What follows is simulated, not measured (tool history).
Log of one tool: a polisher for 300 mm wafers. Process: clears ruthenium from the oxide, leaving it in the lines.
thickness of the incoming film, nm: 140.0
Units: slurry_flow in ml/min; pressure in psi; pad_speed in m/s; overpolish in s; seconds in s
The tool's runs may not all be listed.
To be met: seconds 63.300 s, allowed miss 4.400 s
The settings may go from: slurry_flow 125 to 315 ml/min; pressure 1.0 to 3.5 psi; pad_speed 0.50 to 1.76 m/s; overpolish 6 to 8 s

run 1 day=0.000 | slurry_flow=205 pressure=2.2 pad_speed=1.12 overpolish=8 | seconds=93.733
run 2 day=0.021 | slurry_flow=205 pressure=2.2 pad_speed=1.12 overpolish=8 | seconds=92.022
run 3 day=0.096 | slurry_flow=250 pressure=2.2 pad_speed=1.12 overpolish=8 | seconds=87.325
run 4 day=0.229 | slurry_flow=250 pressure=2.6 pad_speed=1.12 overpolish=8 | seconds=76.145
run 5 day=0.271 | slurry_flow=250 pressure=2.7 pad_speed=1.12 overpolish=8 | seconds=73.956
run 6 day=0.458 | slurry_flow=250 pressure=2.7 pad_speed=0.84 overpolish=8 | seconds=96.928
run 7 day=0.617 | slurry_flow=250 pressure=2.7 pad_speed=0.84 overpolish=8 | seconds=98.419
run 8 day=0.854 | slurry_flow=250 pressure=2.9 pad_speed=0.88 overpolish=8 | seconds=90.368

Which of these 4 next moves meets every target?
run A day=1.092 | slurry_flow=235 pressure=2.6 pad_speed=0.66 overpolish=8 | seconds=?
run B day=1.092 | slurry_flow=295 pressure=3.0 pad_speed=1.34 overpolish=8 | seconds=?
run C day=1.092 | slurry_flow=235 pressure=3.0 pad_speed=0.90 overpolish=6 | seconds=?
run D day=1.092 | slurry_flow=295 pressure=3.0 pad_speed=1.18 overpolish=8 | seconds=?

move=A seconds=129.510
move=B seconds=55.542
move=C seconds=83.702
move=D seconds=62.859
A: further off than the last run
B: takes the result that was furthest off past its target
C: nearer than the last run, and not there yet
D: meets every target
The right move is D.
